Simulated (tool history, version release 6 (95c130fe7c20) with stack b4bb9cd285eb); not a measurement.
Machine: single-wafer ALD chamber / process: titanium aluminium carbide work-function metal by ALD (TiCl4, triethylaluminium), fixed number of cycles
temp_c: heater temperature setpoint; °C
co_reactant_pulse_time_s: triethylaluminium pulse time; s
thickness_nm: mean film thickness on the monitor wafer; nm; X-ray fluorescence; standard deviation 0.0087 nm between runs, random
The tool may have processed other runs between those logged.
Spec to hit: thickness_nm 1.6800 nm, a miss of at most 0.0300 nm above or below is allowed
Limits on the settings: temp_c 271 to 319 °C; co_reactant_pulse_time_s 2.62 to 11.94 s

run  hour  temp_c  co_reactant_pulse_time_s  thickness_nm
  1   0.0     295                      7.28        1.8397
  2   2.2     291                      7.06        1.7923
  3   6.4     300                      7.06        1.8439
  4   7.7     300                      5.20        1.5578
  5  12.6     302                      5.42        1.6183
  6  16.6     302                      6.27        1.7801
  7  20.4     300                      6.25        1.7596
  8  28.6     291                      5.83        1.6320

Of the 4 settings listed for the next run, only one would bring every result within its allowed miss of target. Which one?
  A  36.8     302                      5.40             ?
  B  36.8     291                      5.59             ?
  C  36.8     299                      5.52             ?
  D  36.8     302                      5.69             ?

move  thickness_nm
   A        1.6222
   B        1.5944
   C        1.6301
   D        1.6840
A: moves away from the targets compared with the last run
B: moves away from the targets compared with the last run
C: just as far off the targets as the last run
D: all results in spec
Move D is the one to make.

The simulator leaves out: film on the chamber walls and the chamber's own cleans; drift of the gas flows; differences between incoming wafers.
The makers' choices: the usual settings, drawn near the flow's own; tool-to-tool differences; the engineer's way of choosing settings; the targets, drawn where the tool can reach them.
